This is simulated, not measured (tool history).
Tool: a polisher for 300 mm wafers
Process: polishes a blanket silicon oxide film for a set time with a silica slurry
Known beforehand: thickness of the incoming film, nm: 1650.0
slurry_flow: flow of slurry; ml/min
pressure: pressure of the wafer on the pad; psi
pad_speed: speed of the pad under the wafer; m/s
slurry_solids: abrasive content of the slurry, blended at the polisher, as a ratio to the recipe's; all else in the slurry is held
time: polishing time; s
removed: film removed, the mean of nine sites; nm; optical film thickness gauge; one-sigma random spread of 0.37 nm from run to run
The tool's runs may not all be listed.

Run 1, hour 0: slurry_flow 260 ml/min, pressure 3 psi, pad_speed 1.38 m/s, slurry_solids 1, time 24 s. Result: removed 57.86 nm.
Run 2, hour 0.9: slurry_flow 260 ml/min, pressure 3 psi, pad_speed 1.1 m/s, slurry_solids 1, time 24 s. Result: removed 50.303 nm.
Run 3, hour 8.8: slurry_flow 260 ml/min, pressure 2.6 psi, pad_speed 1.08 m/s, slurry_solids 1, time 24 s. Result: removed 44.308 nm.
Run 4, hour 12.7: slurry_flow 260 ml/min, pressure 2.6 psi, pad_speed 1.08 m/s, slurry_solids 0.9, time 24 s. Result: removed 43.178 nm.
Run 5, hour 21.6: slurry_flow 260 ml/min, pressure 2.6 psi, pad_speed 0.86 m/s, slurry_solids 0.9, time 24 s. Result: removed 39.134 nm.
Run 6, hour 28.1: slurry_flow 260 ml/min, pressure 2.4 psi, pad_speed 0.84 m/s, slurry_solids 0.9, time 24 s. Result: removed 37.081 nm.
Run 7, hour 36.9: slurry_flow 260 ml/min, pressure 2.4 psi, pad_speed 0.84 m/s, slurry_solids 0.9, time 24 s. Result: removed 36.819 nm.

What does the tool deliver on the next run?
Run 8, hour 43.8: slurry_flow 260 ml/min, pressure 2.2 psi, pad_speed 0.84 m/s, slurry_solids 0.9, time 24 s. Result: removed ?.

Run 8 yielded removed 33.686 nm.
